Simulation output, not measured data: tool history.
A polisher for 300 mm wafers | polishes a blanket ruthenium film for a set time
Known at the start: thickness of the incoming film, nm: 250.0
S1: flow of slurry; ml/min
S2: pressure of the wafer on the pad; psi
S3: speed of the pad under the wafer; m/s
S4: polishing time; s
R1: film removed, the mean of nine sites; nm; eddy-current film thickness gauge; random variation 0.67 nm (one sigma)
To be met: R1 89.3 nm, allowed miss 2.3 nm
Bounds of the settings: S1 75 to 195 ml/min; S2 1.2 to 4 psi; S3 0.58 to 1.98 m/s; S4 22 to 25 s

run  hour   S1   S2    S3  S4      R1
  1     0  125  2.6  1.28  25  50.125
  2   1.7  140    3  1.28  25  59.085
  3   8.7  140  2.7  1.28  25  53.661
  4  13.5  150  3.1  1.28  25  62.507
  5  21.1  150  3.1  1.28  22  54.296
  6  23.3  150  3.4  1.36  22  62.662
  7  29.8  160  3.6  1.44  22  72.375
  8  31.9  165  3.7  1.48  22  75.684
  9  39.3  165  3.8  1.52  22  79.261
 10  42.7  170  3.9  1.54  22  82.899
 11  46.1  170  3.9  1.54  22  84.949

4 next moves are on the table. One of them brings every result within its allowed miss. Which?
  A  49.5  155  3.9  1.42  23   ?
  B  49.5  195  3.8  1.32  23   ?
  C  49.5  160    4  1.56  23   ?
  D  49.5  190    4  1.38  22   ?

move      R1
   A  78.835
   B  75.435
   C  89.198
   D  78.684
A: further off than the last run
B: further off than the last run
C: meets every target
D: further off than the last run
Answer: C
